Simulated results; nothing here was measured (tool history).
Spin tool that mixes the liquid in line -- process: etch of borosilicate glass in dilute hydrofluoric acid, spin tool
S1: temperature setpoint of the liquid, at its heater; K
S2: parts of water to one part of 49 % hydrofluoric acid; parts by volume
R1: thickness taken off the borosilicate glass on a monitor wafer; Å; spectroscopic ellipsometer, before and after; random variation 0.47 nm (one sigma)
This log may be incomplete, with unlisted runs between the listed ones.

{"run": 1, "hour": 0.0, "S1": 297.15, "S2": 205, "time under the liquid (s)": 260, "R1": 632.2}
{"run": 2, "hour": 8.0, "S1": 297.15, "S2": 240, "time under the liquid (s)": 260, "R1": 514.84}
{"run": 3, "hour": 16.1, "S1": 297.15, "S2": 240, "time under the liquid (s)": 260, "R1": 510.67}
{"run": 4, "hour": 22.7, "S1": 297.15, "S2": 240, "time under the liquid (s)": 260, "R1": 511.48}
{"run": 5, "hour": 24.8, "S1": 299.15, "S2": 240, "time under the liquid (s)": 260, "R1": 551.18}
{"run": 6, "hour": 26.4, "S1": 300.65, "S2": 240, "time under the liquid (s)": 260, "R1": 582.51}

Run 7 is up next; what results do you expect?
{"run": 7, "hour": 31.0, "S1": 301.65, "S2": 240, "time under the liquid (s)": 260, "R1": "?"}

R1: 605.29 Å
